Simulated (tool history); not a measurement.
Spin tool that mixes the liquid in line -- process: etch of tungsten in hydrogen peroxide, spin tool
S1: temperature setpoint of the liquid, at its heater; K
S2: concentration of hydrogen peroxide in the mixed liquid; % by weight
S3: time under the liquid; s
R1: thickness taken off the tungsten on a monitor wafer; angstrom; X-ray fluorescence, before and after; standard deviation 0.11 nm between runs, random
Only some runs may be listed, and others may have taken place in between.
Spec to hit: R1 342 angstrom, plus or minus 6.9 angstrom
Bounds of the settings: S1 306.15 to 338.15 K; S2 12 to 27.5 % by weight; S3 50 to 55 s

run 1 hour=0 | S1=322.15 S2=18.5 S3=50 | R1=688.64
run 2 hour=2.6 | S1=329.15 S2=18.5 S3=50 | R1=1043.5
run 3 hour=10.3 | S1=329.15 S2=22 S3=50 | R1=1139.2
run 4 hour=19.1 | S1=326.65 S2=22 S3=50 | R1=979.68
run 5 hour=21.1 | S1=326.65 S2=22 S3=50 | R1=977.91
run 6 hour=28.2 | S1=321.65 S2=22 S3=50 | R1=723.13
run 7 hour=29.5 | S1=313.65 S2=22 S3=50 | R1=436.58
run 8 hour=31.1 | S1=312.65 S2=22 S3=50 | R1=406.52
run 9 hour=38.7 | S1=311.65 S2=22 S3=50 | R1=384.29
run 10 hour=42.6 | S1=311.15 S2=22 S3=50 | R1=368.38
run 11 hour=48.3 | S1=310.65 S2=22 S3=50 | R1=357.7

Exercise: of the 5 proposed moves below, exactly one satisfies all targets within the stated allowed misses. Which move is it?
run A hour=54 | S1=312.65 S2=19.5 S3=50 | R1=?
run B hour=54 | S1=311.15 S2=23.5 S3=50 | R1=?
run C hour=54 | S1=309.65 S2=23 S3=55 | R1=?
run D hour=54 | S1=310.65 S2=20.5 S3=55 | R1=?
run E hour=54 | S1=309.15 S2=20.5 S3=55 | R1=?

move=A R1=384.18
move=B R1=382.21
move=C R1=376.6
move=D R1=379.93
move=E R1=343.88
A: lands further from the targets than the last run did
B: lands further from the targets than the last run did
C: lands further from the targets than the last run did
D: lands further from the targets than the last run did
E: every result lands within tolerance
The right move is E.
